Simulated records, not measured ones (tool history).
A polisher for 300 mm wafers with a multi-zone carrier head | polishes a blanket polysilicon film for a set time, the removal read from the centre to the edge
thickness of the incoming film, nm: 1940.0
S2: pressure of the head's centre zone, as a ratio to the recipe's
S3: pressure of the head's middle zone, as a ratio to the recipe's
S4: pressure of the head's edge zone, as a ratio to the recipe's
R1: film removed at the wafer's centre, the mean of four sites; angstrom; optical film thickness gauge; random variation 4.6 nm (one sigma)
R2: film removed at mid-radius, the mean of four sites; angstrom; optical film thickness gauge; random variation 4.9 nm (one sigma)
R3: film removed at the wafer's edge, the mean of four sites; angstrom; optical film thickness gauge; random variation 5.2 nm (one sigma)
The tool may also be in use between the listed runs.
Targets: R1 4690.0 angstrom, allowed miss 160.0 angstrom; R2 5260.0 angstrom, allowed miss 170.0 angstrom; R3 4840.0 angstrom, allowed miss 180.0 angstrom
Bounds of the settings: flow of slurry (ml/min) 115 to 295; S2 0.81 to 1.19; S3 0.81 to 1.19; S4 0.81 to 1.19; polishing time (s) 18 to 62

run 1 day=0.000 | flow_of_slurry_(ml/min)=190 S2=1.00 S3=1.00 S4=1.00 polishing_time_(s)=40 | R1=3185.3 R2=3246.1 R3=3213.0
run 2 day=0.088 | flow_of_slurry_(ml/min)=190 S2=1.00 S3=1.00 S4=1.00 polishing_time_(s)=35 | R1=2759.0 R2=2809.2 R3=2852.4
run 3 day=0.442 | flow_of_slurry_(ml/min)=190 S2=1.00 S3=1.06 S4=1.00 polishing_time_(s)=35 | R1=2780.0 R2=2917.6 R3=2831.6
run 4 day=0.596 | flow_of_slurry_(ml/min)=205 S2=1.00 S3=1.09 S4=1.04 polishing_time_(s)=40 | R1=3278.6 R2=3427.5 R3=3283.7
run 5 day=0.746 | flow_of_slurry_(ml/min)=235 S2=1.00 S3=1.09 S4=1.04 polishing_time_(s)=40 | R1=3280.5 R2=3456.3 R3=3348.3
run 6 day=0.983 | flow_of_slurry_(ml/min)=240 S2=0.99 S3=1.11 S4=1.05 polishing_time_(s)=44 | R1=3633.9 R2=3895.5 R3=3694.6
run 7 day=1.292 | flow_of_slurry_(ml/min)=245 S2=0.98 S3=1.13 S4=1.07 polishing_time_(s)=47 | R1=3807.8 R2=4216.9 R3=4008.3
run 8 day=1.321 | flow_of_slurry_(ml/min)=245 S2=0.98 S3=1.14 S4=1.07 polishing_time_(s)=49 | R1=4097.0 R2=4513.8 R3=4086.4
run 9 day=1.538 | flow_of_slurry_(ml/min)=255 S2=0.98 S3=1.15 S4=1.09 polishing_time_(s)=51 | R1=4124.6 R2=4632.0 R3=4292.1

Which of these 5 next moves meets every target?
run A day=1.754 | flow_of_slurry_(ml/min)=250 S2=1.04 S3=1.18 S4=1.06 polishing_time_(s)=46 | R1=? R2=? R3=?
run B day=1.754 | flow_of_slurry_(ml/min)=260 S2=1.05 S3=0.82 S4=1.19 polishing_time_(s)=54 | R1=? R2=? R3=?
run C day=1.754 | flow_of_slurry_(ml/min)=260 S2=0.96 S3=1.11 S4=1.11 polishing_time_(s)=45 | R1=? R2=? R3=?
run D day=1.754 | flow_of_slurry_(ml/min)=270 S2=1.10 S3=0.94 S4=1.12 polishing_time_(s)=49 | R1=? R2=? R3=?
run E day=1.754 | flow_of_slurry_(ml/min)=290 S2=0.98 S3=1.16 S4=1.09 polishing_time_(s)=56 | R1=? R2=? R3=?

move=A R1=4029.0 R2=4190.7 R3=3847.5
move=B R1=4790.4 R2=3851.2 R3=4767.9
move=C R1=3653.4 R2=3943.6 R3=3849.6
move=D R1=4580.3 R2=3840.3 R3=4228.6
move=E R1=4705.3 R2=5125.7 R3=4797.2
A: further off than the last run
B: further off than the last run
C: further off than the last run
D: further off than the last run
E: meets every target
Move E is the one to make.

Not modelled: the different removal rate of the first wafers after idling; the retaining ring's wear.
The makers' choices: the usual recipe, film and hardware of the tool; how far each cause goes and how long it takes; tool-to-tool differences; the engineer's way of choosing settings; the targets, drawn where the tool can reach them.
